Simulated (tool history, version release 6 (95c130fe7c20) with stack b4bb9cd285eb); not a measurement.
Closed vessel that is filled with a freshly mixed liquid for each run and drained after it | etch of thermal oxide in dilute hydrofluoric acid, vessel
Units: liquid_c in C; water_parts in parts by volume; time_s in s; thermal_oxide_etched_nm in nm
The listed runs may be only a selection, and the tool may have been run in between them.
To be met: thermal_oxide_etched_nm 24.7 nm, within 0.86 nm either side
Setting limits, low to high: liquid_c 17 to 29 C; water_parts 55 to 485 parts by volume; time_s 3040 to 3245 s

run 1 day=0 | liquid_c=21 water_parts=270 time_s=3040 | thermal_oxide_etched_nm=38.107
run 2 day=0.046 | liquid_c=22.5 water_parts=270 time_s=3040 | thermal_oxide_etched_nm=41.012
run 3 day=0.158 | liquid_c=22 water_parts=275 time_s=3040 | thermal_oxide_etched_nm=39.705
run 4 day=0.508 | liquid_c=21.5 water_parts=280 time_s=3040 | thermal_oxide_etched_nm=37.205
run 5 day=0.679 | liquid_c=21 water_parts=285 time_s=3040 | thermal_oxide_etched_nm=35.822
run 6 day=0.767 | liquid_c=21 water_parts=285 time_s=3040 | thermal_oxide_etched_nm=35.706
run 7 day=0.871 | liquid_c=20.5 water_parts=290 time_s=3040 | thermal_oxide_etched_nm=34.346
run 8 day=1 | liquid_c=20 water_parts=295 time_s=3040 | thermal_oxide_etched_nm=32.637
run 9 day=1.1 | liquid_c=19.5 water_parts=300 time_s=3040 | thermal_oxide_etched_nm=31.66
run 10 day=1.358 | liquid_c=19.5 water_parts=305 time_s=3040 | thermal_oxide_etched_nm=31.347
run 11 day=1.604 | liquid_c=19.5 water_parts=310 time_s=3040 | thermal_oxide_etched_nm=30.361

Next run, 4 choices. One meets every target within its allowed miss, the rest don't. Which?
run A day=1.85 | liquid_c=21.5 water_parts=405 time_s=3245 | thermal_oxide_etched_nm=?
run B day=1.85 | liquid_c=20 water_parts=300 time_s=3140 | thermal_oxide_etched_nm=?
run C day=1.85 | liquid_c=18.5 water_parts=290 time_s=3245 | thermal_oxide_etched_nm=?
run D day=1.85 | liquid_c=17 water_parts=245 time_s=3060 | thermal_oxide_etched_nm=?

move=A thermal_oxide_etched_nm=24.645
move=B thermal_oxide_etched_nm=33.459
move=C thermal_oxide_etched_nm=34.142
move=D thermal_oxide_etched_nm=37.431
A: every result lands within tolerance
B: its largest miss is bigger than the last run's
C: its largest miss is bigger than the last run's
D: its largest miss is bigger than the last run's
A is the move that brings every result within its allowed miss.
